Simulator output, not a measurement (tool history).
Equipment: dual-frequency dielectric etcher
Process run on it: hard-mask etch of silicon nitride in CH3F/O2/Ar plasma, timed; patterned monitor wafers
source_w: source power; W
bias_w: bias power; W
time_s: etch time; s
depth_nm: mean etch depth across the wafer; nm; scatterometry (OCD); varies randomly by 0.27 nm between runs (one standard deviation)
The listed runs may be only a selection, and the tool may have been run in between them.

run,hour,source_w,bias_w,time_s,depth_nm
1,0.0,470,84,135.5,112.13
2,6.0,470,84,125.5,104.39
3,6.8,470,90,125.5,107.44
4,11.1,460,90,125.5,106.24
5,12.0,460,99,125.5,110.54
6,12.7,460,99,135.5,119.95
7,19.9,440,98,135.5,117.62
8,28.9,430,96,135.0,115.35
9,35.9,420,94,135.0,113.12
10,36.9,410,93,135.0,111.34
11,40.9,400,92,135.0,110.12
12,47.4,390,91,135.0,108.71
13,53.0,380,90,135.0,107.35

Run 14, settings as shown, results not yet in. Your forecast:
14,55.9,370,89,135.0,?

depth_nm: 105.70 nm

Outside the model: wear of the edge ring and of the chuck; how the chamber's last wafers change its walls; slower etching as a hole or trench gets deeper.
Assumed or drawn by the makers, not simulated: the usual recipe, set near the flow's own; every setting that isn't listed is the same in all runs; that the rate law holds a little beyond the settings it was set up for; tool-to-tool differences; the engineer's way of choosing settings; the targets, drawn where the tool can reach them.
